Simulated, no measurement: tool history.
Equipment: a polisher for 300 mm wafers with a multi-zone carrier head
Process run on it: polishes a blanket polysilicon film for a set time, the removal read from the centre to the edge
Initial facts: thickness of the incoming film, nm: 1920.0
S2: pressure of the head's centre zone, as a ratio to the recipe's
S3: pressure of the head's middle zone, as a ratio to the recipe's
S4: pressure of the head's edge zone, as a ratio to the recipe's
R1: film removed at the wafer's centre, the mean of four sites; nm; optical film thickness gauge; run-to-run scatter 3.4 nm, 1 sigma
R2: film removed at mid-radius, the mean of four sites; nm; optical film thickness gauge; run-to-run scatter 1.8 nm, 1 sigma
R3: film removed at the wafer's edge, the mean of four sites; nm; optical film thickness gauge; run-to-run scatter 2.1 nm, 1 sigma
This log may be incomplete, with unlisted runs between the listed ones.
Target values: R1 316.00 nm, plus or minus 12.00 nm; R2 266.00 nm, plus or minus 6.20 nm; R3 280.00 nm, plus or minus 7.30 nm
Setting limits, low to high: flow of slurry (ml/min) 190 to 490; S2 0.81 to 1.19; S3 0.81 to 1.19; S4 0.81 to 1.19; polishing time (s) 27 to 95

run 1 hour=0.0 | flow_of_slurry_(ml/min)=315 S2=1.00 S3=1.00 S4=1.00 polishing_time_(s)=61 | R1=467.57 R2=461.55 R3=465.68
run 2 hour=2.0 | flow_of_slurry_(ml/min)=345 S2=1.00 S3=1.00 S4=1.00 polishing_time_(s)=61 | R1=473.45 R2=467.36 R3=465.87
run 3 hour=4.2 | flow_of_slurry_(ml/min)=350 S2=1.01 S3=0.97 S4=0.97 polishing_time_(s)=55 | R1=432.85 R2=410.61 R3=418.90
run 4 hour=11.4 | flow_of_slurry_(ml/min)=355 S2=1.02 S3=0.95 S4=0.94 polishing_time_(s)=50 | R1=392.72 R2=369.82 R3=373.09
run 5 hour=13.5 | flow_of_slurry_(ml/min)=355 S2=1.02 S3=0.95 S4=0.89 polishing_time_(s)=50 | R1=404.39 R2=366.97 R3=370.01
run 6 hour=15.8 | flow_of_slurry_(ml/min)=355 S2=1.02 S3=0.95 S4=0.94 polishing_time_(s)=50 | R1=404.58 R2=368.94 R3=369.45
run 7 hour=22.5 | flow_of_slurry_(ml/min)=355 S2=1.02 S3=0.95 S4=0.94 polishing_time_(s)=50 | R1=398.48 R2=366.57 R3=371.76
run 8 hour=27.0 | flow_of_slurry_(ml/min)=360 S2=1.02 S3=0.93 S4=0.92 polishing_time_(s)=47 | R1=371.77 R2=337.17 R3=345.94
run 9 hour=35.7 | flow_of_slurry_(ml/min)=375 S2=1.02 S3=0.91 S4=0.90 polishing_time_(s)=45 | R1=363.16 R2=318.38 R3=333.32
run 10 hour=41.6 | flow_of_slurry_(ml/min)=370 S2=1.02 S3=0.90 S4=0.88 polishing_time_(s)=43 | R1=340.29 R2=307.78 R3=315.29
run 11 hour=48.1 | flow_of_slurry_(ml/min)=310 S2=1.08 S3=0.81 S4=0.82 polishing_time_(s)=38 | R1=313.94 R2=238.00 R3=267.82

Pick the move, out of 4, that brings all results within their allowed miss; only one does.
run A hour=54.6 | flow_of_slurry_(ml/min)=340 S2=1.02 S3=0.83 S4=0.83 polishing_time_(s)=39 | R1=? R2=? R3=?
run B hour=54.6 | flow_of_slurry_(ml/min)=360 S2=1.11 S3=0.98 S4=0.81 polishing_time_(s)=35 | R1=? R2=? R3=?
run C hour=54.6 | flow_of_slurry_(ml/min)=315 S2=1.06 S3=0.89 S4=0.88 polishing_time_(s)=39 | R1=? R2=? R3=?
run D hour=54.6 | flow_of_slurry_(ml/min)=340 S2=1.11 S3=0.99 S4=0.81 polishing_time_(s)=37 | R1=? R2=? R3=?

move=A R1=311.05 R2=256.80 R3=279.18
move=B R1=306.02 R2=265.78 R3=248.85
move=C R1=320.82 R2=269.88 R3=283.42
move=D R1=321.69 R2=281.92 R3=261.98
A: better than the last run, though not everything is in spec
B: corrects the largest miss of the last run, while another result sits out of spec
C: every result within its allowed miss
D: moves the result that the last run missed by most past its target, out the other side
Move C is the one to make.
